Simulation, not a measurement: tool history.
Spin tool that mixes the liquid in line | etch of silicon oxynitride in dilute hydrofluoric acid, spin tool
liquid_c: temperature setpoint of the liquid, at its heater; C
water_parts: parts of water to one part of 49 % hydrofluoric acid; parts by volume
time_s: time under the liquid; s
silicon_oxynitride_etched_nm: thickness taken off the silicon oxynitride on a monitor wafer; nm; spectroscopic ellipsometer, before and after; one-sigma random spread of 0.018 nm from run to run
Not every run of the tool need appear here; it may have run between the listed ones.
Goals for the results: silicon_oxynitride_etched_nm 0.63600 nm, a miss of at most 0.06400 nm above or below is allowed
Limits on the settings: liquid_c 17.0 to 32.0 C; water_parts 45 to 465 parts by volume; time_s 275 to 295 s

run,hour,liquid_c,water_parts,time_s,silicon_oxynitride_etched_nm
1,0.0,24.0,255,275,1.49260
2,4.3,24.0,180,275,2.32500
3,5.8,24.0,125,275,3.31260
4,12.1,26.0,125,275,3.67390
5,17.4,26.0,125,295,4.09260
6,18.3,24.5,125,295,3.62350
# hour 21.8: thermometer replaced
7,21.8,20.5,230,275,1.35050
8,30.5,20.0,245,275,1.19210

Of the 5 settings listed for the next run, only one would bring every result within its allowed miss of target. Which one?
A,39.2,17.0,395,295,?
B,39.2,20.5,185,295,?
C,39.2,19.0,125,295,?
D,39.2,20.0,215,295,?
E,39.2,23.5,150,295,?

move,silicon_oxynitride_etched_nm
A,0.65415
B,1.85040
C,2.65570
D,1.52520
E,2.68970
A: all results land within tolerance of their targets
B: lands further from the targets than the last run did
C: lands further from the targets than the last run did
D: lands further from the targets than the last run did
E: lands further from the targets than the last run did
A meets every target.
